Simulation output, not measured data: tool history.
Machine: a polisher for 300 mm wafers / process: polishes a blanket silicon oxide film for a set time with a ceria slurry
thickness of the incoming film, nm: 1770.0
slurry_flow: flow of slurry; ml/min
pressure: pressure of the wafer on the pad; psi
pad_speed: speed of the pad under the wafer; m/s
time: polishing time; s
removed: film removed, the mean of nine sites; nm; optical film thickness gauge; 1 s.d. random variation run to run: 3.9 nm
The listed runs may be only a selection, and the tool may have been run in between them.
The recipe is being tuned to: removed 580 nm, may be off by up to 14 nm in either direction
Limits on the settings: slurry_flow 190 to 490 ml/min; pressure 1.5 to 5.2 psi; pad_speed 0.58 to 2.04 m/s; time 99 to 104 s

{"run": 1, "hour": 0.0, "slurry_flow": 315, "pressure": 3.3, "pad_speed": 1.3, "time": 99, "removed": 698.13}
{"run": 2, "hour": 5.4, "slurry_flow": 315, "pressure": 3.3, "pad_speed": 1.3, "time": 99, "removed": 707.48}
{"run": 3, "hour": 10.6, "slurry_flow": 315, "pressure": 3.3, "pad_speed": 1.3, "time": 104, "removed": 735.06}
{"run": 4, "hour": 11.3, "slurry_flow": 315, "pressure": 3.3, "pad_speed": 1.52, "time": 104, "removed": 849.43}
{"run": 5, "hour": 19.7, "slurry_flow": 315, "pressure": 3.3, "pad_speed": 1.26, "time": 104, "removed": 722.21}
{"run": 6, "hour": 22.7, "slurry_flow": 370, "pressure": 3.3, "pad_speed": 1.26, "time": 104, "removed": 729.83}
{"run": 7, "hour": 27.7, "slurry_flow": 370, "pressure": 3.3, "pad_speed": 1.26, "time": 104, "removed": 725.83}
{"run": 8, "hour": 30.9, "slurry_flow": 370, "pressure": 3.1, "pad_speed": 1.26, "time": 104, "removed": 682.61}
{"run": 9, "hour": 39.3, "slurry_flow": 370, "pressure": 3.1, "pad_speed": 1.26, "time": 104, "removed": 697.82}
{"run": 10, "hour": 45.5, "slurry_flow": 365, "pressure": 2.9, "pad_speed": 1.26, "time": 104, "removed": 648.57}
{"run": 11, "hour": 52.1, "slurry_flow": 335, "pressure": 2.5, "pad_speed": 1.26, "time": 104, "removed": 551.22}
{"run": 12, "hour": 53.3, "slurry_flow": 345, "pressure": 2.5, "pad_speed": 1.26, "time": 104, "removed": 555.64}
{"run": 13, "hour": 56.6, "slurry_flow": 350, "pressure": 2.5, "pad_speed": 1.26, "time": 104, "removed": 558.52}
{"run": 14, "hour": 62.7, "slurry_flow": 355, "pressure": 2.5, "pad_speed": 1.26, "time": 104, "removed": 553.26}
{"run": 15, "hour": 68.0, "slurry_flow": 360, "pressure": 2.5, "pad_speed": 1.26, "time": 104, "removed": 559.46}
{"run": 16, "hour": 75.7, "slurry_flow": 365, "pressure": 2.5, "pad_speed": 1.26, "time": 104, "removed": 563.85}
{"run": 17, "hour": 83.8, "slurry_flow": 370, "pressure": 2.5, "pad_speed": 1.26, "time": 104, "removed": 556.24}

Which single option among these 5 for the next run brings every result within its allowed miss of target? Just one does.
{"run": "A", "hour": 91.9, "slurry_flow": 290, "pressure": 2.6, "pad_speed": 1.34, "time": 100, "removed": "?"}
{"run": "B", "hour": 91.9, "slurry_flow": 370, "pressure": 2.4, "pad_speed": 1.48, "time": 104, "removed": "?"}
{"run": "C", "hour": 91.9, "slurry_flow": 320, "pressure": 2.8, "pad_speed": 1.28, "time": 104, "removed": "?"}
{"run": "D", "hour": 91.9, "slurry_flow": 325, "pressure": 2.4, "pad_speed": 1.46, "time": 104, "removed": "?"}
{"run": "E", "hour": 91.9, "slurry_flow": 365, "pressure": 2.3, "pad_speed": 1.52, "time": 104, "removed": "?"}

move=A removed=577.33
move=B removed=617.16
move=C removed=627.07
move=D removed=603.58
move=E removed=605.26
A: every result lands within tolerance
B: the result that was furthest off in the last run now lies on the other side of its target
C: the result that was furthest off in the last run now lies on the other side of its target
D: the result that was furthest off in the last run now lies on the other side of its target
E: the result that was furthest off in the last run now lies on the other side of its target
The move that meets every target is A.
